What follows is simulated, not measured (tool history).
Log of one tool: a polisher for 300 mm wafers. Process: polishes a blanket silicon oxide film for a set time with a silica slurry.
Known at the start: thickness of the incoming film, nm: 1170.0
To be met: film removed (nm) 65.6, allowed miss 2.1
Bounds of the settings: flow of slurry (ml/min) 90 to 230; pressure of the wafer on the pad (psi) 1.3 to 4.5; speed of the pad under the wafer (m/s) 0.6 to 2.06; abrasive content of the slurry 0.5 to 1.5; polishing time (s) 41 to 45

run	hour	flow of slurry (ml/min)	pressure of the wafer on the pad (psi)	speed of the pad under the wafer (m/s)	abrasive content of the slurry	polishing time (s)	film removed (nm)
1	0	150	2.9	1.32	1	45	119.02
2	6.4	150	2.2	1.32	1	45	90.444
3	13.4	145	2	1.32	1	45	81.869
4	15	135	1.9	1.32	1	45	76.539
5	15.6	125	1.8	1.32	1	45	71.966
6	21.4	155	1.8	1.32	1	45	76.285
7	25.8	145	1.7	1.32	1	45	70.501
8	26.5	140	1.7	1.32	1	45	70.599
9	33.3	135	1.7	1.32	1	45	69.923
10	35	130	1.7	1.32	1	45	69.122
11	39.6	125	1.7	1.32	1	45	67.981
12	44.9	120	1.7	1.32	1	45	68.756

Which of these 4 next moves meets every target?
A	50.2	125	3	0.72	0.8	45	?
B	50.2	105	1.6	1.4	0.85	45	?
C	50.2	140	2	1.06	1.15	45	?
D	50.2	110	1.9	1.34	1.05	43	?

move	film removed (nm)
A	64.948
B	60.192
C	72.139
D	72.807
A: meets every target
B: takes the result that was furthest off past its target
C: further off than the last run
D: further off than the last run
Move A is the one to make.
